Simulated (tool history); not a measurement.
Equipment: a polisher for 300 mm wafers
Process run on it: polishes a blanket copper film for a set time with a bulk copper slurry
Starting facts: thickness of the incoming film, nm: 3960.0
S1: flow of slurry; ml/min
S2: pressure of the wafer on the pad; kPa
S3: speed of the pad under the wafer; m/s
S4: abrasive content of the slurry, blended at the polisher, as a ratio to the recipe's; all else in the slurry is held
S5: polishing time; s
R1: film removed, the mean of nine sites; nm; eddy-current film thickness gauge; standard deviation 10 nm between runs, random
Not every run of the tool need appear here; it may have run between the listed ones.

run 1 day=0 | S1=315 S2=17.2 S3=1.16 S4=1 S5=45 | R1=374.07
run 2 day=0.104 | S1=315 S2=21.4 S3=1.16 S4=1 S5=45 | R1=458.26
run 3 day=0.429 | S1=315 S2=21.4 S3=1.16 S4=1 S5=48 | R1=500.47
run 4 day=0.783 | S1=315 S2=23.4 S3=1.2 S4=1 S5=48 | R1=560
run 5 day=0.875 | S1=315 S2=24.8 S3=1.24 S4=1 S5=48 | R1=585.18
run 6 day=1.067 | S1=315 S2=25.5 S3=1.3 S4=1 S5=48 | R1=636.89

Estimate the outcome of run 7 from the log above:
run 7 day=1.108 | S1=315 S2=26.2 S3=1.32 S4=1 S5=48 | R1=?

{"run 7": {"R1": 661.04}}
